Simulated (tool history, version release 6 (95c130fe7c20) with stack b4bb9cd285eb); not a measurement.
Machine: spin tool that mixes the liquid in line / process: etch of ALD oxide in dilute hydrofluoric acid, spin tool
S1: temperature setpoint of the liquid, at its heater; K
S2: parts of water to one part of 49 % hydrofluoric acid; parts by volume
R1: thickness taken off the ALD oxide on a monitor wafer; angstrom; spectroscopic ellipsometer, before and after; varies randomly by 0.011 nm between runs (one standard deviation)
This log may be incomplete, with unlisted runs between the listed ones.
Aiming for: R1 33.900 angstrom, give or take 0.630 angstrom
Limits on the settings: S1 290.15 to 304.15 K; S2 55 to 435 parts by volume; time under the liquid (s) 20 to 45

Run 1, hour 0.0: S1 296.15 K, S2 245 parts by volume, time under the liquid (s) 45. Result: R1 18.417 angstrom.
Run 2, hour 3.7: S1 298.15 K, S2 225 parts by volume, time under the liquid (s) 45. Result: R1 21.980 angstrom.
Run 3, hour 10.3: S1 299.65 K, S2 210 parts by volume, time under the liquid (s) 45. Result: R1 25.301 angstrom.
Run 4, hour 11.5: S1 299.65 K, S2 130 parts by volume, time under the liquid (s) 45. Result: R1 44.975 angstrom.
Run 5, hour 15.7: S1 297.15 K, S2 130 parts by volume, time under the liquid (s) 45. Result: R1 40.717 angstrom.
Run 6, hour 19.1: S1 295.65 K, S2 130 parts by volume, time under the liquid (s) 45. Result: R1 38.498 angstrom.
Run 7, hour 25.8: S1 294.65 K, S2 130 parts by volume, time under the liquid (s) 45. Result: R1 36.915 angstrom.
Run 8, hour 29.7: S1 294.15 K, S2 130 parts by volume, time under the liquid (s) 45. Result: R1 36.240 angstrom.
Run 9, hour 32.4: S1 293.65 K, S2 130 parts by volume, time under the liquid (s) 45. Result: R1 35.548 angstrom.
Run 10, hour 35.1: S1 293.15 K, S2 130 parts by volume, time under the liquid (s) 45. Result: R1 34.668 angstrom.

4 candidate next runs follow, results not yet known. Just one meets every target within its allowed miss. Identify it.
Run A, hour 37.8: S1 296.65 K, S2 155 parts by volume, time under the liquid (s) 45. Result: R1 ?.
Run B, hour 37.8: S1 295.15 K, S2 150 parts by volume, time under the liquid (s) 45. Result: R1 ?.
Run C, hour 37.8: S1 291.65 K, S2 125 parts by volume, time under the liquid (s) 45. Result: R1 ?.
Run D, hour 37.8: S1 292.15 K, S2 135 parts by volume, time under the liquid (s) 45. Result: R1 ?.

move      R1
   A  32.665
   B  32.029
   C  34.314
   D  32.092
A: takes the biggest miss from the last run beyond its target
B: takes the biggest miss from the last run beyond its target
C: each result inside its tolerance
D: takes the biggest miss from the last run beyond its target
Answer: C

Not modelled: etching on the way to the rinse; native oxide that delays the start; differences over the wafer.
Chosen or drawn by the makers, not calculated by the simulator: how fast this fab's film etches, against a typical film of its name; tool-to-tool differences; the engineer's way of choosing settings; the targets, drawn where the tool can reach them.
